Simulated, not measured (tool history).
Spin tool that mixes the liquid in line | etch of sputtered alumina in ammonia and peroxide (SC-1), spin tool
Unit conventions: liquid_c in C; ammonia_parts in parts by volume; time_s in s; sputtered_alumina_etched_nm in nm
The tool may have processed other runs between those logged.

run,hour,liquid_c,ammonia_parts,time_s,sputtered_alumina_etched_nm
1,0.0,57.0,0.5,85,7.3501
2,2.2,59.5,0.5,85,8.4548
3,3.5,59.5,0.5,85,8.5063
4,8.0,59.5,0.5,85,8.4494
5,16.2,59.5,0.5,85,8.4086
6,23.8,61.5,0.5,85,9.3532

Run 7 has not been measured yet. What should we expect?
7,31.3,63.0,0.5,85,?

sputtered_alumina_etched_nm: 10.0230 nm
